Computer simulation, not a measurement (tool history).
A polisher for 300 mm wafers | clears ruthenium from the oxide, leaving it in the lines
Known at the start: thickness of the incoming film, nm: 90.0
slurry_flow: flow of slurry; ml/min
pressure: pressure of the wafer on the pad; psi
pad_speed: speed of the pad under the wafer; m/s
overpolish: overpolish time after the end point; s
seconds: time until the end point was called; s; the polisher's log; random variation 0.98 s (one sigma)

run    day  slurry_flow  pressure  pad_speed  overpolish  seconds
  1      0          260       2.6        1.1           8   55.667
  2  0.208          260       2.6        1.1           8   54.531
  3  0.504          260       2.4        1.1           8   58.946
  4  0.738          260       2.4        1.1           8   58.254
  5  0.871          260       2.4       1.28           8   51.116
  6  1.179          260       2.2       1.26           8   56.539
  7  1.446          260         2       1.24           8   62.507

Forecast run 8:
  8  1.662          260       1.9       1.24           8        ?

Run 8 gave seconds 67.075 s.
